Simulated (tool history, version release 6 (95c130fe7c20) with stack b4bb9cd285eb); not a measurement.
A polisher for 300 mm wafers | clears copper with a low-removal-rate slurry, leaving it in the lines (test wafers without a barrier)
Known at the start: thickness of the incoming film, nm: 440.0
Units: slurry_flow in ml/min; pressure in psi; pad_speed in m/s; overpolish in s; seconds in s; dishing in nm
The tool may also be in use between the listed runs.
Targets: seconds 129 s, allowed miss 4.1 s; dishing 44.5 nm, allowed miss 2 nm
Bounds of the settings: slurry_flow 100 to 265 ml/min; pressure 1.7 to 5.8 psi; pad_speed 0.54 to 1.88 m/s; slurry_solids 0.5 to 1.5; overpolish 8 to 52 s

Run 1, hour 0: slurry_flow 170 ml/min, pressure 3.7 psi, pad_speed 1.2 m/s, slurry_solids 1, overpolish 26 s. Result: seconds 97.857 s, dishing 60.658 nm.
Run 2, hour 8.2: slurry_flow 170 ml/min, pressure 3.7 psi, pad_speed 1.48 m/s, slurry_solids 1, overpolish 26 s. Result: seconds 79.042 s, dishing 67.213 nm.
Run 3, hour 9: slurry_flow 170 ml/min, pressure 3.5 psi, pad_speed 1.48 m/s, slurry_solids 1, overpolish 26 s. Result: seconds 81.835 s, dishing 64.424 nm.
Run 4, hour 16: slurry_flow 170 ml/min, pressure 3.5 psi, pad_speed 1.48 m/s, slurry_solids 0.85, overpolish 26 s. Result: seconds 88.833 s, dishing 64.13 nm.
Run 5, hour 17.1: slurry_flow 170 ml/min, pressure 3.4 psi, pad_speed 1.48 m/s, slurry_solids 0.85, overpolish 26 s. Result: seconds 91.68 s, dishing 63.014 nm.
Run 6, hour 19.6: slurry_flow 170 ml/min, pressure 3.4 psi, pad_speed 1.48 m/s, slurry_solids 0.85, overpolish 18 s. Result: seconds 90.636 s, dishing 49.221 nm.
Run 7, hour 27.9: slurry_flow 170 ml/min, pressure 3.3 psi, pad_speed 1.48 m/s, slurry_solids 0.85, overpolish 19 s. Result: seconds 93.384 s, dishing 49.674 nm.
Run 8, hour 30.8: slurry_flow 170 ml/min, pressure 3.2 psi, pad_speed 1.48 m/s, slurry_solids 0.85, overpolish 19 s. Result: seconds 97.35 s, dishing 48.844 nm.
Run 9, hour 31.8: slurry_flow 170 ml/min, pressure 3.1 psi, pad_speed 1.48 m/s, slurry_solids 0.85, overpolish 19 s. Result: seconds 98.82 s, dishing 47.715 nm.
Run 10, hour 38: slurry_flow 170 ml/min, pressure 3 psi, pad_speed 1.48 m/s, slurry_solids 0.85, overpolish 19 s. Result: seconds 102.83 s, dishing 47.481 nm.
Run 11, hour 46: slurry_flow 170 ml/min, pressure 2.9 psi, pad_speed 1.48 m/s, slurry_solids 0.85, overpolish 19 s. Result: seconds 106.63 s, dishing 44.322 nm.
Run 12, hour 52.6: slurry_flow 170 ml/min, pressure 2.9 psi, pad_speed 1.48 m/s, slurry_solids 0.85, overpolish 20 s. Result: seconds 106.32 s, dishing 46.086 nm.
Run 13, hour 54.8: slurry_flow 155 ml/min, pressure 2.6 psi, pad_speed 1.46 m/s, slurry_solids 0.85, overpolish 22 s. Result: seconds 118.35 s, dishing 43.445 nm.

Which of these 4 next moves meets every target?
Run A, hour 57: slurry_flow 235 ml/min, pressure 2.1 psi, pad_speed 1.6 m/s, slurry_solids 0.8, overpolish 24 s. Result: seconds ?, dishing ?.
Run B, hour 57: slurry_flow 165 ml/min, pressure 2.6 psi, pad_speed 1.44 m/s, slurry_solids 0.6, overpolish 23 s. Result: seconds ?, dishing ?.
Run C, hour 57: slurry_flow 160 ml/min, pressure 2.5 psi, pad_speed 1.46 m/s, slurry_solids 0.8, overpolish 20 s. Result: seconds ?, dishing ?.
Run D, hour 57: slurry_flow 185 ml/min, pressure 2.1 psi, pad_speed 1.58 m/s, slurry_solids 0.75, overpolish 23 s. Result: seconds ?, dishing ?.

move  seconds  dishing
   A   129.12   44.766
   B   137.22   42.558
   C   126.54   40.625
   D   138.16   41.472
A: meets every target
B: takes the result that was furthest off past its target
C: brings the result that was furthest off to its target, and leaves another outside
D: takes the result that was furthest off past its target
Answer: A

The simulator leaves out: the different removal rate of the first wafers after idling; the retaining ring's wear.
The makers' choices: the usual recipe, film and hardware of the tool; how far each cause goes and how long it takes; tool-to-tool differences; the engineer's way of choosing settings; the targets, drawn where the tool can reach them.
